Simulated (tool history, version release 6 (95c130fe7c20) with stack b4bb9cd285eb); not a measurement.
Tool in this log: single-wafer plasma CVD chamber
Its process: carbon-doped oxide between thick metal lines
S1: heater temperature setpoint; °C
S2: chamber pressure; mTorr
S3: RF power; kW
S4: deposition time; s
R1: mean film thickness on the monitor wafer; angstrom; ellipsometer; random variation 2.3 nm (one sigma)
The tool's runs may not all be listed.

Run 1, hour 0.0: S1 340 °C, S2 5290 mTorr, S3 0.585 kW, S4 162 s. Result: R1 9266.8 angstrom.
Run 2, hour 0.9: S1 340 °C, S2 5290 mTorr, S3 0.640 kW, S4 162 s. Result: R1 9689.6 angstrom.
Run 3, hour 2.1: S1 343 °C, S2 4910 mTorr, S3 0.635 kW, S4 162 s. Result: R1 9438.9 angstrom.
Run 4, hour 6.5: S1 343 °C, S2 4910 mTorr, S3 0.635 kW, S4 162 s. Result: R1 9390.1 angstrom.
Run 5, hour 14.2: S1 352 °C, S2 4910 mTorr, S3 0.635 kW, S4 162 s. Result: R1 9214.1 angstrom.
Run 6, hour 17.0: S1 354 °C, S2 4670 mTorr, S3 0.630 kW, S4 162 s. Result: R1 9015.9 angstrom.

Run 7 is up next; what results do you expect?
At hour 23.9: thermocouple changed; heater temperature recalibrated.
Run 7, hour 23.9: S1 355 °C, S2 4520 mTorr, S3 0.630 kW, S4 162 s. Result: R1 ?.

{"run 7": {"R1": 8888.7}}
